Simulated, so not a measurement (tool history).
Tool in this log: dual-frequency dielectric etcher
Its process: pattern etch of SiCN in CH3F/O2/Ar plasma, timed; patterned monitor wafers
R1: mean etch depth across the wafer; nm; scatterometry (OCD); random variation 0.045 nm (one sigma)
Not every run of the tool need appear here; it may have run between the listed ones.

Run 1, hour 0.0: source power (W) 410, bias power (W) 66, etch time (s) 24.5. Result: R1 9.1472 nm.
Run 2, hour 0.6: source power (W) 410, bias power (W) 66, etch time (s) 22.5. Result: R1 8.4319 nm.
Run 3, hour 2.2: source power (W) 410, bias power (W) 66, etch time (s) 22.5. Result: R1 8.3527 nm.
Run 4, hour 9.6: source power (W) 390, bias power (W) 65, etch time (s) 22.5. Result: R1 8.1183 nm.
Run 5, hour 17.2: source power (W) 380, bias power (W) 65, etch time (s) 22.5. Result: R1 8.0800 nm.
Run 6, hour 26.2: source power (W) 370, bias power (W) 65, etch time (s) 22.5. Result: R1 8.0180 nm.
Run 7, hour 30.9: source power (W) 360, bias power (W) 65, etch time (s) 22.5. Result: R1 7.9255 nm.

Expected results for the next run?
Run 8, hour 38.1: source power (W) 350, bias power (W) 65, etch time (s) 22.5. Result: R1 ?.

Run 8 gave R1 7.9398 nm.
